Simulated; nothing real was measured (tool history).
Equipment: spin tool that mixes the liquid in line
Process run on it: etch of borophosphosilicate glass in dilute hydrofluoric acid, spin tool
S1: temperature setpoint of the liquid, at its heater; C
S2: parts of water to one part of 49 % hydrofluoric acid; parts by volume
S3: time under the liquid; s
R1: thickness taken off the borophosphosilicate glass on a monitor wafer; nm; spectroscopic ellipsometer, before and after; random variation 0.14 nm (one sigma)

| run | hour | S1 | S2 | S3 | R1 |
|---|---|---|---|---|---|
| 1 | 0.0 | 24.0 | 275 | 275 | 34.031 |
| 2 | 6.4 | 24.0 | 345 | 275 | 25.390 |
| 3 | 12.6 | 24.0 | 345 | 275 | 25.506 |
| 4 | 17.1 | 24.0 | 345 | 295 | 27.221 |
| 5 | 20.2 | 24.5 | 345 | 295 | 27.465 |
| 6 | 23.1 | 21.5 | 345 | 295 | 24.981 |
| 7 | 31.6 | 22.0 | 345 | 295 | 25.397 |
| 8 | 40.2 | 22.5 | 345 | 295 | 25.855 |
| 9 | 41.2 | 22.5 | 345 | 295 | 26.040 |
| 10 | 42.5 | 23.0 | 345 | 295 | 26.296 |
| 11 | 47.9 | 23.5 | 345 | 295 | 27.060 |
| 12 | 50.0 | 24.0 | 345 | 295 | 27.307 |
|  | 56.2 | thermometer replaced |
| 13 | 56.2 | 25.0 | 345 | 295 | 26.496 |
| 14 | 60.5 | 26.0 | 340 | 295 | 27.543 |

Predict the results of run 15:
| 15 | 62.5 | 26.5 | 335 | 295 | ? |

{"run 15": {"R1": 28.65}}
